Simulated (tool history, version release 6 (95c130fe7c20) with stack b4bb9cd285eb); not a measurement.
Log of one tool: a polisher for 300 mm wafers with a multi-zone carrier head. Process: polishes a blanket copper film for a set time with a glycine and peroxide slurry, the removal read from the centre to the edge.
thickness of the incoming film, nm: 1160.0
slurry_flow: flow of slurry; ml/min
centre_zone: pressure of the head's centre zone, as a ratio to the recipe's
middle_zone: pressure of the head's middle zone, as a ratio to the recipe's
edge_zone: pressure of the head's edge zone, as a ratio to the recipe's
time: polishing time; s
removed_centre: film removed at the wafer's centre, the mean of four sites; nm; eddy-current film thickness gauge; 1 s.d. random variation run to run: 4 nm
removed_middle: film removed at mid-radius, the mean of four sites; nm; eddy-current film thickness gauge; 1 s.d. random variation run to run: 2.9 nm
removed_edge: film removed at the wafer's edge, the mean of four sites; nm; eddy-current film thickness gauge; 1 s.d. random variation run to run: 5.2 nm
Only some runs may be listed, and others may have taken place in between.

run 1 day=0 | slurry_flow=150 centre_zone=1 middle_zone=1 edge_zone=1 time=48 | removed_centre=379.02 removed_middle=386.54 removed_edge=375.2
run 2 day=0.354 | slurry_flow=150 centre_zone=1 middle_zone=1 edge_zone=1 time=38 | removed_centre=305.07 removed_middle=305.9 removed_edge=303.36
run 3 day=0.679 | slurry_flow=150 centre_zone=1 middle_zone=1 edge_zone=1.03 time=38 | removed_centre=299.23 removed_middle=305.52 removed_edge=310.04
run 4 day=0.788 | slurry_flow=180 centre_zone=1 middle_zone=1 edge_zone=1.03 time=38 | removed_centre=316.25 removed_middle=315.42 removed_edge=312.53
run 5 day=1.012 | slurry_flow=180 centre_zone=1 middle_zone=1 edge_zone=0.97 time=38 | removed_centre=317.97 removed_middle=317.68 removed_edge=306.18
run 6 day=1.371 | slurry_flow=175 centre_zone=0.97 middle_zone=1.03 edge_zone=1.02 time=43 | removed_centre=346.86 removed_middle=362.89 removed_edge=345.07

Run 7 is up next; what results do you expect?
run 7 day=1.654 | slurry_flow=170 centre_zone=0.93 middle_zone=1.05 edge_zone=1.06 time=46 | removed_centre=? removed_middle=? removed_edge=?

removed_centre: 354.52 nm
removed_middle: 396.67 nm
removed_edge: 386.55 nm

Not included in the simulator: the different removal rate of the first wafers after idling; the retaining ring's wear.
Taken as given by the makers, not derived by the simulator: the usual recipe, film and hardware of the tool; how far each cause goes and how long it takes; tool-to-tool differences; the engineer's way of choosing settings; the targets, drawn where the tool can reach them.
